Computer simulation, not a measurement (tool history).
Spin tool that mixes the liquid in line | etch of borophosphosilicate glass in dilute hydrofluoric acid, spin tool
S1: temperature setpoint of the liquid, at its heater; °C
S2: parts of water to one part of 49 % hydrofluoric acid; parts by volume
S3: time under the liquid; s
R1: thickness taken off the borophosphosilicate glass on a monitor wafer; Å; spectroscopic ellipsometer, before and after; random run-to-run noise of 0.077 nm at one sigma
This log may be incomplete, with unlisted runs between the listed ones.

run	hour	S1	S2	S3	R1
1	0.0	21.0	275	55	137.20
2	2.9	20.0	290	55	122.25
3	4.6	19.0	300	55	116.07
4	11.0	19.0	300	55	114.97
5	17.2	18.5	310	55	108.57
6	18.6	18.5	235	55	152.31

Forecast run 7:
7	25.3	18.0	265	55	?

For run 7 the tool returned R1 129.16 Å.
